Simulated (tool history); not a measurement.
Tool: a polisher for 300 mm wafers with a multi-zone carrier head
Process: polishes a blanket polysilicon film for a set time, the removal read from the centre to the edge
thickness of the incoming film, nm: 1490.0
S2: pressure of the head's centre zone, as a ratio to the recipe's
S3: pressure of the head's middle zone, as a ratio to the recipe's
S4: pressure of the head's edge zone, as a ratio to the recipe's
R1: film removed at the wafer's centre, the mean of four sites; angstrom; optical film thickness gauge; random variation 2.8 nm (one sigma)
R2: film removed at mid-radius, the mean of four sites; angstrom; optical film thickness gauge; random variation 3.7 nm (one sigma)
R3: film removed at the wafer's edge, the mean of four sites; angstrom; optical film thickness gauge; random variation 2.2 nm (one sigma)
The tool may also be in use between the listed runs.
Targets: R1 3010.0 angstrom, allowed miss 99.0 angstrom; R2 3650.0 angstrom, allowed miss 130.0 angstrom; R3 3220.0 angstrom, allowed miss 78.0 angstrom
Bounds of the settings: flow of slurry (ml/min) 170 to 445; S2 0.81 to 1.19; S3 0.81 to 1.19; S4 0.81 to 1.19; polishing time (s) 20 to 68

Run 1, hour 0.0: flow of slurry (ml/min) 285, S2 1.00, S3 1.00, S4 1.00, polishing time (s) 44. Result: R1 2537.1 angstrom, R2 2618.9 angstrom, R3 2557.8 angstrom.
Run 2, hour 8.8: flow of slurry (ml/min) 285, S2 1.07, S3 1.00, S4 1.00, polishing time (s) 44. Result: R1 2711.0 angstrom, R2 2559.7 angstrom, R3 2585.9 angstrom.
Run 3, hour 13.4: flow of slurry (ml/min) 295, S2 1.05, S3 1.04, S4 1.03, polishing time (s) 46. Result: R1 2822.9 angstrom, R2 2776.1 angstrom, R3 2737.0 angstrom.
Run 4, hour 18.6: flow of slurry (ml/min) 295, S2 1.05, S3 1.04, S4 1.03, polishing time (s) 41. Result: R1 2472.3 angstrom, R2 2494.5 angstrom, R3 2387.6 angstrom.
Run 5, hour 22.0: flow of slurry (ml/min) 295, S2 1.05, S3 1.04, S4 1.03, polishing time (s) 37. Result: R1 2240.2 angstrom, R2 2218.0 angstrom, R3 2153.7 angstrom.
Run 6, hour 25.5: flow of slurry (ml/min) 295, S2 1.03, S3 1.07, S4 1.05, polishing time (s) 41. Result: R1 2423.1 angstrom, R2 2534.6 angstrom, R3 2419.0 angstrom.
Run 7, hour 28.5: flow of slurry (ml/min) 295, S2 1.03, S3 1.07, S4 1.05, polishing time (s) 41. Result: R1 2466.9 angstrom, R2 2547.4 angstrom, R3 2418.2 angstrom.
Run 8, hour 30.3: flow of slurry (ml/min) 300, S2 1.01, S3 1.10, S4 1.07, polishing time (s) 43. Result: R1 2547.9 angstrom, R2 2695.2 angstrom, R3 2551.6 angstrom.
Run 9, hour 31.0: flow of slurry (ml/min) 300, S2 0.99, S3 1.12, S4 1.07, polishing time (s) 45. Result: R1 2568.8 angstrom, R2 2877.7 angstrom, R3 2706.0 angstrom.
Run 10, hour 32.3: flow of slurry (ml/min) 310, S2 0.99, S3 1.14, S4 1.06, polishing time (s) 47. Result: R1 2667.6 angstrom, R2 3010.8 angstrom, R3 2804.1 angstrom.
Run 11, hour 35.4: flow of slurry (ml/min) 310, S2 0.99, S3 1.15, S4 1.04, polishing time (s) 49. Result: R1 2881.9 angstrom, R2 3186.0 angstrom, R3 2853.9 angstrom.
Run 12, hour 42.9: flow of slurry (ml/min) 310, S2 0.97, S3 1.16, S4 1.04, polishing time (s) 50. Result: R1 2806.7 angstrom, R2 3268.8 angstrom, R3 2939.8 angstrom.
Run 13, hour 43.4: flow of slurry (ml/min) 310, S2 0.97, S3 1.16, S4 1.04, polishing time (s) 50. Result: R1 2854.4 angstrom, R2 3311.9 angstrom, R3 2939.8 angstrom.

4 next moves are on the table. One of them brings every result within its allowed miss. Which?
Run A, hour 43.9: flow of slurry (ml/min) 330, S2 0.85, S3 1.19, S4 0.93, polishing time (s) 54. Result: R1 ?, R2 ?, R3 ?.
Run B, hour 43.9: flow of slurry (ml/min) 295, S2 1.01, S3 1.19, S4 0.81, polishing time (s) 53. Result: R1 ?, R2 ?, R3 ?.
Run C, hour 43.9: flow of slurry (ml/min) 310, S2 0.94, S3 1.19, S4 1.06, polishing time (s) 54. Result: R1 ?, R2 ?, R3 ?.
Run D, hour 43.9: flow of slurry (ml/min) 365, S2 1.03, S3 1.15, S4 1.00, polishing time (s) 43. Result: R1 ?, R2 ?, R3 ?.

move      R1      R2      R3
   A  2736.3  3621.1  3119.2
   B  3111.5  3511.9  2897.7
   C  2982.5  3597.0  3256.5
   D  2628.7  2837.9  2568.0
A: nearer than the last run, and not there yet
B: further off than the last run
C: meets every target
D: further off than the last run
Answer: C
